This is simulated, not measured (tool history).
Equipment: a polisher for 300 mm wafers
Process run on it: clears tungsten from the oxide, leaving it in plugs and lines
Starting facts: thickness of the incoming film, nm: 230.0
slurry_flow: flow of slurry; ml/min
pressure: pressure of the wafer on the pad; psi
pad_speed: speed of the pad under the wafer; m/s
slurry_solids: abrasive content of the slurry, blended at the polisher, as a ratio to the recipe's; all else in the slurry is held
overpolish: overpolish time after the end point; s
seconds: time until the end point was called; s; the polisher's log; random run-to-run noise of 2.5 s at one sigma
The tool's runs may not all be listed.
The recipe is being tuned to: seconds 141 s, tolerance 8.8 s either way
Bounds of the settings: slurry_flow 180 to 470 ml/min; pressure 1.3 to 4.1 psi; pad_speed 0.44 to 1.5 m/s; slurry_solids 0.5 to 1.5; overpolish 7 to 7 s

run 1 hour=0 | slurry_flow=300 pressure=2.7 pad_speed=0.96 slurry_solids=1 overpolish=7 | seconds=104.93
run 2 hour=5.2 | slurry_flow=335 pressure=2.7 pad_speed=0.96 slurry_solids=1 overpolish=7 | seconds=103.62
run 3 hour=6.5 | slurry_flow=335 pressure=2.5 pad_speed=0.94 slurry_solids=1 overpolish=7 | seconds=115.74
run 4 hour=9 | slurry_flow=335 pressure=2.4 pad_speed=0.94 slurry_solids=1 overpolish=7 | seconds=116.78
run 5 hour=14.6 | slurry_flow=335 pressure=3 pad_speed=0.94 slurry_solids=1 overpolish=7 | seconds=94.035
run 6 hour=17.2 | slurry_flow=335 pressure=2.7 pad_speed=0.92 slurry_solids=1 overpolish=7 | seconds=107.18
run 7 hour=22.8 | slurry_flow=335 pressure=2.5 pad_speed=0.9 slurry_solids=1 overpolish=7 | seconds=117.1
run 8 hour=24.4 | slurry_flow=335 pressure=2.4 pad_speed=0.9 slurry_solids=1 overpolish=7 | seconds=116.9

Consider the 4 candidate settings below. Which is the only one whose results all fall within their allowed miss of target?
run A hour=26 | slurry_flow=235 pressure=2.7 pad_speed=1 slurry_solids=0.9 overpolish=7 | seconds=?
run B hour=26 | slurry_flow=440 pressure=2.5 pad_speed=1.02 slurry_solids=0.95 overpolish=7 | seconds=?
run C hour=26 | slurry_flow=295 pressure=2.4 pad_speed=0.72 slurry_solids=1.1 overpolish=7 | seconds=?
run D hour=26 | slurry_flow=350 pressure=3.2 pad_speed=0.78 slurry_solids=1.05 overpolish=7 | seconds=?

move=A seconds=103.08
move=B seconds=101.84
move=C seconds=140.98
move=D seconds=99.985
A: lands further from the targets than the last run did
B: lands further from the targets than the last run did
C: meets every target
D: lands further from the targets than the last run did
So the answer is move C, the one that meets all the targets.

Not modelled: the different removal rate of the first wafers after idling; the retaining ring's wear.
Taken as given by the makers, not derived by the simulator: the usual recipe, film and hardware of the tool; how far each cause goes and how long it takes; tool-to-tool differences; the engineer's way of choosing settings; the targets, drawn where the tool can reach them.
